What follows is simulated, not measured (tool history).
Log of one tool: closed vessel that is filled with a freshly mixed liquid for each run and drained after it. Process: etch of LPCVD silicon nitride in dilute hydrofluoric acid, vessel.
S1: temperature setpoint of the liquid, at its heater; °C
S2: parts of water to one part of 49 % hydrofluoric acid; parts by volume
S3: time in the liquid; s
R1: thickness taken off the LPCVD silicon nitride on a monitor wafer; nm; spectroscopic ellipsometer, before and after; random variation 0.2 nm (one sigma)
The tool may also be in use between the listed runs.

Run 1, day 0: S1 23 °C, S2 105 parts by volume, S3 2950 s. Result: R1 14.346 nm.
Run 2, day 0.279: S1 23 °C, S2 140 parts by volume, S3 2950 s. Result: R1 11.012 nm.
Run 3, day 0.612: S1 24.5 °C, S2 135 parts by volume, S3 2950 s. Result: R1 12.608 nm.
Run 4, day 0.688: S1 25.5 °C, S2 135 parts by volume, S3 2950 s. Result: R1 13.192 nm.
Run 5, day 0.779: S1 25.5 °C, S2 135 parts by volume, S3 2950 s. Result: R1 13.303 nm.
Run 6, day 1.175: S1 26.5 °C, S2 130 parts by volume, S3 2950 s. Result: R1 14.802 nm.
Run 7, day 1.292: S1 27.5 °C, S2 130 parts by volume, S3 2950 s. Result: R1 15.53 nm.
Run 8, day 1.442: S1 28 °C, S2 130 parts by volume, S3 2950 s. Result: R1 16.488 nm.
Run 9, day 1.662: S1 28.5 °C, S2 130 parts by volume, S3 2950 s. Result: R1 16.822 nm.
Run 10, day 2.012: S1 29 °C, S2 130 parts by volume, S3 2950 s. Result: R1 17.211 nm.
Run 11, day 2.417: S1 29.5 °C, S2 130 parts by volume, S3 2950 s. Result: R1 17.731 nm.
Run 12, day 2.562: S1 30 °C, S2 130 parts by volume, S3 2950 s. Result: R1 18.065 nm.

The next listed run, before its measurement:
Run 13, day 2.696: S1 30.5 °C, S2 125 parts by volume, S3 2955 s. Result: R1 ?.

Run 13 gave R1 19.452 nm.
